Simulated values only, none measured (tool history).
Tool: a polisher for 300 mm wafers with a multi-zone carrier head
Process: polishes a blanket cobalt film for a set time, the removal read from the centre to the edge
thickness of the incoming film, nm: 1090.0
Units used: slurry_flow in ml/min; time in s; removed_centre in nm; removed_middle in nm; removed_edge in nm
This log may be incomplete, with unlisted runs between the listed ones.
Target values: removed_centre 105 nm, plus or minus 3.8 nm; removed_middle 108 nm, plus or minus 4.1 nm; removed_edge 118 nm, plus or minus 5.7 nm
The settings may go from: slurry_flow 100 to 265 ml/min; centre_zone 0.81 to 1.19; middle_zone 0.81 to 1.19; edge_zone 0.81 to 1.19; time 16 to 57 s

run 1 day=0 | slurry_flow=170 centre_zone=1 middle_zone=1 edge_zone=1 time=36 | removed_centre=123 removed_middle=117.55 removed_edge=126.71
run 2 day=0.221 | slurry_flow=170 centre_zone=1 middle_zone=0.96 edge_zone=1 time=36 | removed_centre=123.28 removed_middle=114.12 removed_edge=124.04
run 3 day=0.5 | slurry_flow=170 centre_zone=1 middle_zone=0.96 edge_zone=1 time=44 | removed_centre=148.6 removed_middle=138.85 removed_edge=151.35
run 4 day=0.662 | slurry_flow=165 centre_zone=0.97 middle_zone=0.94 edge_zone=0.98 time=43 | removed_centre=142.6 removed_middle=133.61 removed_edge=147.22
run 5 day=1.038 | slurry_flow=165 centre_zone=0.97 middle_zone=0.94 edge_zone=0.98 time=48 | removed_centre=159.08 removed_middle=145.85 removed_edge=164.76
run 6 day=1.075 | slurry_flow=165 centre_zone=0.97 middle_zone=0.94 edge_zone=0.98 time=41 | removed_centre=136.74 removed_middle=124.05 removed_edge=139.33
run 7 day=1.142 | slurry_flow=160 centre_zone=0.95 middle_zone=0.95 edge_zone=0.98 time=40 | removed_centre=126.64 removed_middle=122.63 removed_edge=136.97
run 8 day=1.446 | slurry_flow=155 centre_zone=0.94 middle_zone=0.95 edge_zone=0.96 time=39 | removed_centre=123.54 removed_middle=118.51 removed_edge=131.24
run 9 day=1.804 | slurry_flow=150 centre_zone=0.93 middle_zone=0.95 edge_zone=0.95 time=39 | removed_centre=120.79 removed_middle=119.56 removed_edge=129.35
run 10 day=1.908 | slurry_flow=145 centre_zone=0.92 middle_zone=0.94 edge_zone=0.94 time=39 | removed_centre=120.73 removed_middle=117.81 removed_edge=128.73
run 11 day=2.2 | slurry_flow=140 centre_zone=0.91 middle_zone=0.94 edge_zone=0.93 time=39 | removed_centre=116.62 removed_middle=116.71 removed_edge=128.6

Which one of the following 4 next-run settings gets every result inside its allowed miss? There is exactly one.
run A day=2.492 | slurry_flow=180 centre_zone=0.94 middle_zone=1.08 edge_zone=0.87 time=36 | removed_centre=? removed_middle=? removed_edge=?
run B day=2.492 | slurry_flow=165 centre_zone=0.84 middle_zone=0.93 edge_zone=0.96 time=35 | removed_centre=? removed_middle=? removed_edge=?
run C day=2.492 | slurry_flow=165 centre_zone=0.94 middle_zone=0.94 edge_zone=0.89 time=39 | removed_centre=? removed_middle=? removed_edge=?
run D day=2.492 | slurry_flow=120 centre_zone=0.81 middle_zone=0.83 edge_zone=1.12 time=40 | removed_centre=? removed_middle=? removed_edge=?

move=A removed_centre=119.9 removed_middle=128.33 removed_edge=118.6
move=B removed_centre=104.99 removed_middle=108.25 removed_edge=119.51
move=C removed_centre=127.46 removed_middle=121.66 removed_edge=128.55
move=D removed_centre=107.22 removed_middle=104.48 removed_edge=139.89
A: lands further from the targets than the last run did
B: every result lands within tolerance
C: lands further from the targets than the last run did
D: the worst result of the last run now meets its target, but another is out of spec
Move B is the one to make.
